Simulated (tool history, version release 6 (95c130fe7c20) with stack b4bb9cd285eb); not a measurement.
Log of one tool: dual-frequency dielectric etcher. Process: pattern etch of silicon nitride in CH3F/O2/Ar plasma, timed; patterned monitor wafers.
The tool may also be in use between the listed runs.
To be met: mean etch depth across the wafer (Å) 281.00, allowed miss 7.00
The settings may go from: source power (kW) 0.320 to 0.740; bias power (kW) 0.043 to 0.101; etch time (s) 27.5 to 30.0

run	day	source power (kW)	bias power (kW)	etch time (s)	mean etch depth across the wafer (Å)
1	0.000	0.530	0.072	30.0	235.75
2	0.225	0.470	0.072	30.0	224.34
3	0.596	0.520	0.074	30.0	238.61
4	0.812	0.560	0.075	30.0	242.44
5	1.058	0.560	0.070	30.0	239.91
6	1.133	0.600	0.072	30.0	250.53
7	1.200	0.630	0.073	30.0	255.34
8	1.279	0.650	0.075	30.0	259.93

Which of these 5 next moves meets every target?
A	1.358	0.700	0.095	27.5	?
B	1.358	0.690	0.080	29.5	?
C	1.358	0.690	0.086	30.0	?
D	1.358	0.700	0.078	29.5	?
E	1.358	0.660	0.075	30.0	?

move	mean etch depth across the wafer (Å)
A	265.78
B	270.27
C	280.28
D	270.13
E	265.09
A: nearer than the last run, and not there yet
B: nearer than the last run, and not there yet
C: meets every target
D: nearer than the last run, and not there yet
E: nearer than the last run, and not there yet
The right move is C.
